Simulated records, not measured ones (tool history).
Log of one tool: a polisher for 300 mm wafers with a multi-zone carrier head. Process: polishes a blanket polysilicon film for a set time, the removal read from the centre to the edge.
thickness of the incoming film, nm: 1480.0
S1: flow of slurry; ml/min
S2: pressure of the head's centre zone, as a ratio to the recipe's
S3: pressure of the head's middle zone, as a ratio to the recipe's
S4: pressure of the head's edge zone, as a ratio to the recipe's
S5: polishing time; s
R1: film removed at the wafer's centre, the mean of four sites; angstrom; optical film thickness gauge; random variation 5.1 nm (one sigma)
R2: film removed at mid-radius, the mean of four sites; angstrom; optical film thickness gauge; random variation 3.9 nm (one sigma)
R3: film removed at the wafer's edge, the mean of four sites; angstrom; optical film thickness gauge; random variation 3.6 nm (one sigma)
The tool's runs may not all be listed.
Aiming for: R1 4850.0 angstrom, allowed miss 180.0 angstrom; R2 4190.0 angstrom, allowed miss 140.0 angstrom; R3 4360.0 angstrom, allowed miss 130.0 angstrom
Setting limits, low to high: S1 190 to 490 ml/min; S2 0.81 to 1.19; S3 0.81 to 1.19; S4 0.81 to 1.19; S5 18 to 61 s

run 1 hour=0.0 | S1=315 S2=1.00 S3=1.00 S4=1.00 S5=39 | R1=3278.2 R2=3373.0 R3=3640.1
run 2 hour=2.9 | S1=385 S2=1.00 S3=1.00 S4=1.00 S5=39 | R1=3327.1 R2=3395.0 R3=3653.1
run 3 hour=11.5 | S1=385 S2=1.02 S3=1.00 S4=1.00 S5=40 | R1=3545.2 R2=3504.5 R3=3735.6
run 4 hour=18.2 | S1=385 S2=1.04 S3=1.01 S4=1.01 S5=40 | R1=3557.0 R2=3553.8 R3=3811.4
run 5 hour=22.3 | S1=385 S2=1.04 S3=0.96 S4=1.01 S5=40 | R1=3522.7 R2=3418.5 R3=3752.5
run 6 hour=29.5 | S1=455 S2=1.04 S3=0.96 S4=1.01 S5=40 | R1=3558.4 R2=3385.3 R3=3740.0
run 7 hour=30.3 | S1=470 S2=1.14 S3=1.04 S4=1.01 S5=47 | R1=4495.4 R2=4333.8 R3=4490.1
run 8 hour=35.0 | S1=470 S2=1.14 S3=1.04 S4=1.01 S5=47 | R1=4654.8 R2=4312.9 R3=4464.1
run 9 hour=39.6 | S1=470 S2=1.15 S3=1.04 S4=1.01 S5=47 | R1=4633.2 R2=4312.4 R3=4396.5
run 10 hour=48.5 | S1=470 S2=1.17 S3=1.02 S4=1.01 S5=47 | R1=4639.3 R2=4213.7 R3=4503.0
-- hour=54.1 edge zone pressure recalibrated
run 11 hour=54.1 | S1=470 S2=1.17 S3=1.02 S4=1.00 S5=47 | R1=4634.8 R2=4247.9 R3=4192.7

Below are 4 possible settings for the next run. Only one of them brings all results inside the allowed miss of their targets. Which is it?
run A hour=59.7 | S1=490 S2=1.16 S3=1.03 S4=1.04 S5=43 | R1=? R2=? R3=?
run B hour=59.7 | S1=490 S2=1.19 S3=0.98 S4=1.04 S5=48 | R1=? R2=? R3=?
run C hour=59.7 | S1=490 S2=1.19 S3=1.09 S4=1.06 S5=44 | R1=? R2=? R3=?
run D hour=59.7 | S1=420 S2=1.15 S3=1.05 S4=1.03 S5=47 | R1=? R2=? R3=?

move=A R1=4211.1 R2=3916.4 R3=3889.3
move=B R1=4793.0 R2=4191.4 R3=4344.5
move=C R1=4397.0 R2=4204.9 R3=4014.2
move=D R1=4521.0 R2=4306.4 R3=4195.6
A: misses by more than the last run did
B: every result within its allowed miss
C: misses by more than the last run did
D: misses by more than the last run did
Move B is the one to make.
